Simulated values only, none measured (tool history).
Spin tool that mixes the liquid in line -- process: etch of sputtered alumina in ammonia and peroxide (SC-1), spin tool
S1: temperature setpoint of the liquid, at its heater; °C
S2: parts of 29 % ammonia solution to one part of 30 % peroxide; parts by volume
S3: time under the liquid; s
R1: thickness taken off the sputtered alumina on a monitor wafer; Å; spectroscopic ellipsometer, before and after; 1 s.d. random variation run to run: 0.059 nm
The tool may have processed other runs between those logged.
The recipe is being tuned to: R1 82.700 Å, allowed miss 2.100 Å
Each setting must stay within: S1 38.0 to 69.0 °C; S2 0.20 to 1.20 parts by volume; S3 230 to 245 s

Run 1, day 0.000: S1 53.0 °C, S2 0.85 parts by volume, S3 230 s. Result: R1 133.540 Å.
Run 2, day 0.117: S1 47.5 °C, S2 0.85 parts by volume, S3 230 s. Result: R1 100.010 Å.
Run 3, day 0.404: S1 51.5 °C, S2 0.85 parts by volume, S3 230 s. Result: R1 121.840 Å.
Run 4, day 0.621: S1 51.5 °C, S2 1.10 parts by volume, S3 230 s. Result: R1 123.920 Å.
Run 5, day 0.958: S1 50.0 °C, S2 1.10 parts by volume, S3 230 s. Result: R1 114.990 Å.
Run 6, day 1.154: S1 45.5 °C, S2 1.10 parts by volume, S3 230 s. Result: R1 90.161 Å.
Run 7, day 1.275: S1 45.0 °C, S2 1.10 parts by volume, S3 230 s. Result: R1 86.942 Å.
Run 8, day 1.638: S1 44.5 °C, S2 1.10 parts by volume, S3 230 s. Result: R1 84.756 Å.

Of the 5 settings listed for the next run, only one would bring every result within its allowed miss of target. Which one?
Run A, day 2.000: S1 43.5 °C, S2 1.00 parts by volume, S3 230 s. Result: R1 ?.
Run B, day 2.000: S1 45.5 °C, S2 1.20 parts by volume, S3 230 s. Result: R1 ?.
Run C, day 2.000: S1 45.0 °C, S2 1.05 parts by volume, S3 235 s. Result: R1 ?.
Run D, day 2.000: S1 45.0 °C, S2 1.20 parts by volume, S3 230 s. Result: R1 ?.
Run E, day 2.000: S1 44.0 °C, S2 1.20 parts by volume, S3 230 s. Result: R1 ?.

move      R1
   A  79.602
   B  90.801
   C  89.035
   D  88.258
   E  83.359
A: the result that was furthest off in the last run now lies on the other side of its target
B: moves away from the targets compared with the last run
C: moves away from the targets compared with the last run
D: moves away from the targets compared with the last run
E: every result lands within tolerance
E meets every target.
